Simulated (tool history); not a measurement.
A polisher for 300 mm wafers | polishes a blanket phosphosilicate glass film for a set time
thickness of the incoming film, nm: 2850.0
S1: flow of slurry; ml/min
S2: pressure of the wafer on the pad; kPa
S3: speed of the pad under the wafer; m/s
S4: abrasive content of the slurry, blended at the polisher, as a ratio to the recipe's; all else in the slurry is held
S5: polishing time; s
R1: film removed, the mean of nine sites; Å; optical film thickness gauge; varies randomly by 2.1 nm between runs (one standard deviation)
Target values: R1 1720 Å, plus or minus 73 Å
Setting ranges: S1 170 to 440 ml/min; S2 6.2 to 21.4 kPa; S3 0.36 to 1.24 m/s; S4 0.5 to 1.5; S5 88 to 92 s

run 1 day=0 | S1=280 S2=13.8 S3=0.8 S4=1 S5=88 | R1=3467.7
run 2 day=0.021 | S1=280 S2=13.8 S3=0.92 S4=1 S5=88 | R1=3791.1
run 3 day=0.2 | S1=280 S2=12.4 S3=0.86 S4=1 S5=88 | R1=3226.1
run 4 day=0.504 | S1=280 S2=12.4 S3=0.86 S4=1 S5=88 | R1=3232
run 5 day=0.704 | S1=280 S2=12.4 S3=0.86 S4=0.85 S5=88 | R1=3039.5
run 6 day=0.796 | S1=280 S2=11 S3=0.84 S4=0.85 S5=88 | R1=2662.3
run 7 day=0.821 | S1=280 S2=10.3 S3=0.82 S4=0.85 S5=88 | R1=2447.6
run 8 day=1.012 | S1=280 S2=9.7 S3=0.82 S4=0.85 S5=88 | R1=2334.1
run 9 day=1.175 | S1=280 S2=9 S3=0.82 S4=0.85 S5=88 | R1=2168.8
run 10 day=1.367 | S1=280 S2=8.3 S3=0.82 S4=0.85 S5=88 | R1=2007.4
run 11 day=1.571 | S1=280 S2=7.6 S3=0.82 S4=0.85 S5=88 | R1=1853.4

Which one of the following 4 next-run settings gets every result inside its allowed miss? There is exactly one.
run A day=1.775 | S1=320 S2=8.3 S3=0.72 S4=0.9 S5=92 | R1=?
run B day=1.775 | S1=330 S2=6.9 S3=0.96 S4=0.65 S5=90 | R1=?
run C day=1.775 | S1=335 S2=7.6 S3=1.14 S4=0.65 S5=88 | R1=?
run D day=1.775 | S1=275 S2=8.3 S3=0.66 S4=1.1 S5=92 | R1=?

move=A R1=2011.9
move=B R1=1711.9
move=C R1=2041.9
move=D R1=2050
A: its largest miss is bigger than the last run's
B: in spec on every target
C: its largest miss is bigger than the last run's
D: its largest miss is bigger than the last run's
Go with B: it meets all targets.

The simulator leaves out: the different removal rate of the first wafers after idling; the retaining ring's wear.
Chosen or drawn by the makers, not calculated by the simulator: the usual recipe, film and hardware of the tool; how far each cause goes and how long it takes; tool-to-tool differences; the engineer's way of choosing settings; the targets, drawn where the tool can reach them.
